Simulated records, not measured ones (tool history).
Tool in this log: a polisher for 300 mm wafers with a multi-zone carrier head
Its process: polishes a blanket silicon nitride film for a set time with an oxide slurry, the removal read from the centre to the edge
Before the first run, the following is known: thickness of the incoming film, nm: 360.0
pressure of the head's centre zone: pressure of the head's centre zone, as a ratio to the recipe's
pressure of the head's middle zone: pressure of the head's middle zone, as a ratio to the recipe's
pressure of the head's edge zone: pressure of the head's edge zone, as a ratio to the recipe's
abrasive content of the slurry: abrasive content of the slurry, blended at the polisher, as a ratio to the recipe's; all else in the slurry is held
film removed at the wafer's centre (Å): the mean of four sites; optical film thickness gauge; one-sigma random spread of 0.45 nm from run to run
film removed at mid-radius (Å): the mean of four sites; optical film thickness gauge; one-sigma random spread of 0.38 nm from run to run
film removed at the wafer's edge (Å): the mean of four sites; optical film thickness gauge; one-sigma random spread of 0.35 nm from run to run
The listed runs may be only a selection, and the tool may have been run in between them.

| run | hour | flow of slurry (ml/min) | pressure of the head's centre zone | pressure of the head's middle zone | pressure of the head's edge zone | abrasive content of the slurry | polishing time (s) | film removed at the wafer's centre (Å) | film removed at mid-radius (Å) | film removed at the wafer's edge (Å) |
|---|---|---|---|---|---|---|---|---|---|---|
| 1 | 0.0 | 195 | 1.00 | 1.00 | 1.00 | 1.00 | 68 | 503.37 | 481.25 | 492.48 |
| 2 | 6.9 | 215 | 1.00 | 1.00 | 1.00 | 1.00 | 68 | 506.32 | 486.82 | 494.93 |
| 3 | 13.0 | 215 | 1.00 | 1.00 | 1.00 | 0.85 | 68 | 487.42 | 458.07 | 463.26 |
| 4 | 13.8 | 215 | 1.00 | 1.00 | 1.00 | 1.00 | 68 | 511.31 | 478.73 | 494.21 |
| 5 | 22.2 | 215 | 1.01 | 0.98 | 0.99 | 1.00 | 68 | 514.49 | 481.98 | 481.87 |
| 6 | 28.5 | 195 | 1.01 | 0.98 | 0.99 | 1.00 | 68 | 508.70 | 471.79 | 488.31 |
| 7 | 32.7 | 190 | 1.02 | 0.96 | 0.99 | 1.00 | 68 | 514.81 | 468.94 | 488.91 |
| 8 | 37.3 | 190 | 1.03 | 0.94 | 0.99 | 1.00 | 68 | 522.78 | 469.72 | 481.12 |
| 9 | 42.4 | 185 | 1.04 | 0.93 | 1.01 | 1.00 | 68 | 518.57 | 456.50 | 487.95 |
| 10 | 51.4 | 185 | 1.05 | 0.92 | 1.01 | 1.00 | 68 | 520.72 | 451.65 | 487.67 |

Run 11 has not been measured yet. What should we expect?
| 11 | 59.4 | 185 | 1.06 | 0.91 | 1.01 | 1.00 | 68 | ? | ? | ? |

film removed at the wafer's centre (Å): 530.64
film removed at mid-radius (Å): 452.54
film removed at the wafer's edge (Å): 488.52
